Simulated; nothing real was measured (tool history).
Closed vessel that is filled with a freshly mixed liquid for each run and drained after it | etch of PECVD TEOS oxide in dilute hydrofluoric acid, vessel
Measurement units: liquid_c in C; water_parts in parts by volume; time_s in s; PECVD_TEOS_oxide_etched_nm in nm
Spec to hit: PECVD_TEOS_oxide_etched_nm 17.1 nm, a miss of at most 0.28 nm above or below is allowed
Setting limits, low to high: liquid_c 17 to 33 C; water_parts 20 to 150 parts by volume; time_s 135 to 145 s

run 1 hour=0 | liquid_c=25 water_parts=85 time_s=135 | PECVD_TEOS_oxide_etched_nm=14.871
run 2 hour=3.2 | liquid_c=25.5 water_parts=85 time_s=135 | PECVD_TEOS_oxide_etched_nm=15.394
run 3 hour=5.3 | liquid_c=25.5 water_parts=85 time_s=145 | PECVD_TEOS_oxide_etched_nm=16.423
run 4 hour=7.7 | liquid_c=25.5 water_parts=75 time_s=145 | PECVD_TEOS_oxide_etched_nm=18.872
run 5 hour=16.9 | liquid_c=25.5 water_parts=75 time_s=135 | PECVD_TEOS_oxide_etched_nm=17.698
run 6 hour=18.3 | liquid_c=27 water_parts=75 time_s=135 | PECVD_TEOS_oxide_etched_nm=18.478
run 7 hour=21.9 | liquid_c=26.5 water_parts=75 time_s=135 | PECVD_TEOS_oxide_etched_nm=18.271
run 8 hour=31 | liquid_c=26 water_parts=75 time_s=135 | PECVD_TEOS_oxide_etched_nm=17.853
run 9 hour=34.6 | liquid_c=25.5 water_parts=75 time_s=135 | PECVD_TEOS_oxide_etched_nm=17.616

Pick the move, out of 5, that brings all results within their allowed miss; only one does.
run A hour=38.2 | liquid_c=25.5 water_parts=80 time_s=135 | PECVD_TEOS_oxide_etched_nm=?
run B hour=38.2 | liquid_c=26 water_parts=75 time_s=135 | PECVD_TEOS_oxide_etched_nm=?
run C hour=38.2 | liquid_c=26 water_parts=80 time_s=135 | PECVD_TEOS_oxide_etched_nm=?
run D hour=38.2 | liquid_c=23 water_parts=75 time_s=145 | PECVD_TEOS_oxide_etched_nm=?
run E hour=38.2 | liquid_c=28 water_parts=90 time_s=140 | PECVD_TEOS_oxide_etched_nm=?

move=A PECVD_TEOS_oxide_etched_nm=16.41
move=B PECVD_TEOS_oxide_etched_nm=17.974
move=C PECVD_TEOS_oxide_etched_nm=16.738
move=D PECVD_TEOS_oxide_etched_nm=17.112
move=E PECVD_TEOS_oxide_etched_nm=16.458
A: carries the result that was furthest off beyond its target, to the other side
B: misses by more than the last run did
C: carries the result that was furthest off beyond its target, to the other side
D: each result inside its tolerance
E: carries the result that was furthest off beyond its target, to the other side
Go with D: it meets all targets.
